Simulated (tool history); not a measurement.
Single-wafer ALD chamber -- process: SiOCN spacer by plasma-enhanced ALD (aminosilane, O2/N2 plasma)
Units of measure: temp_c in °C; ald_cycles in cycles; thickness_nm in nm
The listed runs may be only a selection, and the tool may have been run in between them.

Run 1, hour 0: temp_c 420 °C, ald_cycles 38 cycles. Result: thickness_nm 1.938 nm.
Run 2, hour 4.9: temp_c 422 °C, ald_cycles 35 cycles. Result: thickness_nm 1.7705 nm.
Run 3, hour 7.1: temp_c 415 °C, ald_cycles 35 cycles. Result: thickness_nm 1.8118 nm.
Run 4, hour 10: temp_c 417 °C, ald_cycles 33 cycles. Result: thickness_nm 1.7003 nm.
Run 5, hour 18.5: temp_c 419 °C, ald_cycles 32 cycles. Result: thickness_nm 1.6353 nm.
Run 6, hour 22.6: temp_c 421 °C, ald_cycles 31 cycles. Result: thickness_nm 1.5797 nm.
Run 7, hour 25.4: temp_c 422 °C, ald_cycles 31 cycles. Result: thickness_nm 1.5699 nm.

Forecast run 8:
Run 8, hour 28.6: temp_c 423 °C, ald_cycles 31 cycles. Result: thickness_nm ?.

Run 8 gave thickness_nm 1.5534 nm.
